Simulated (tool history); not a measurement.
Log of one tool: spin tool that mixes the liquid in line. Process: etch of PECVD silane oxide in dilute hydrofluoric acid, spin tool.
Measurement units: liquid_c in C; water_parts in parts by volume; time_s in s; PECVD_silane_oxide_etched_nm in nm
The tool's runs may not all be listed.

Run 1, hour 0: liquid_c 25 C, water_parts 75 parts by volume, time_s 15 s. Result: PECVD_silane_oxide_etched_nm 4.1265 nm.
Run 2, hour 7.8: liquid_c 26.5 C, water_parts 65 parts by volume, time_s 15 s. Result: PECVD_silane_oxide_etched_nm 5.1259 nm.
Run 3, hour 12.4: liquid_c 26.5 C, water_parts 85 parts by volume, time_s 15 s. Result: PECVD_silane_oxide_etched_nm 3.8149 nm.
Run 4, hour 20.8: liquid_c 26.5 C, water_parts 75 parts by volume, time_s 15 s. Result: PECVD_silane_oxide_etched_nm 4.3695 nm.
Run 5, hour 22.4: liquid_c 26.5 C, water_parts 65 parts by volume, time_s 15 s. Result: PECVD_silane_oxide_etched_nm 5.0948 nm.
Run 6, hour 23: liquid_c 26.5 C, water_parts 65 parts by volume, time_s 15 s. Result: PECVD_silane_oxide_etched_nm 5.1265 nm.
Run 7, hour 25.1: liquid_c 27.5 C, water_parts 60 parts by volume, time_s 15 s. Result: PECVD_silane_oxide_etched_nm 5.8148 nm.
Run 8, hour 33.8: liquid_c 28.5 C, water_parts 55 parts by volume, time_s 15 s. Result: PECVD_silane_oxide_etched_nm 6.6195 nm.
Run 9, hour 34.4: liquid_c 29.5 C, water_parts 50 parts by volume, time_s 15 s. Result: PECVD_silane_oxide_etched_nm 7.6163 nm.
Run 10, hour 35: liquid_c 30 C, water_parts 50 parts by volume, time_s 15 s. Result: PECVD_silane_oxide_etched_nm 7.7593 nm.
Run 11, hour 36: liquid_c 30.5 C, water_parts 50 parts by volume, time_s 15 s. Result: PECVD_silane_oxide_etched_nm 7.9874 nm.
Run 12, hour 41.1: liquid_c 31 C, water_parts 50 parts by volume, time_s 15 s. Result: PECVD_silane_oxide_etched_nm 8.1145 nm.
Run 13, hour 45.8: liquid_c 33 C, water_parts 30 parts by volume, time_s 15 s. Result: PECVD_silane_oxide_etched_nm 15.065 nm.
Run 14, hour 47.2: liquid_c 32 C, water_parts 30 parts by volume, time_s 15 s. Result: PECVD_silane_oxide_etched_nm 14.583 nm.
Run 15, hour 48.7: liquid_c 30.5 C, water_parts 30 parts by volume, time_s 15 s. Result: PECVD_silane_oxide_etched_nm 13.656 nm.
Run 16, hour 55.6: liquid_c 30.5 C, water_parts 30 parts by volume, time_s 15 s. Result: PECVD_silane_oxide_etched_nm 13.646 nm.
Run 17, hour 58.5: liquid_c 29 C, water_parts 30 parts by volume, time_s 15 s. Result: PECVD_silane_oxide_etched_nm 12.876 nm.

Forecast run 18:
Run 18, hour 62.7: liquid_c 28 C, water_parts 30 parts by volume, time_s 15 s. Result: PECVD_silane_oxide_etched_nm ?.

Logged for run 18: PECVD_silane_oxide_etched_nm 12.336 nm.
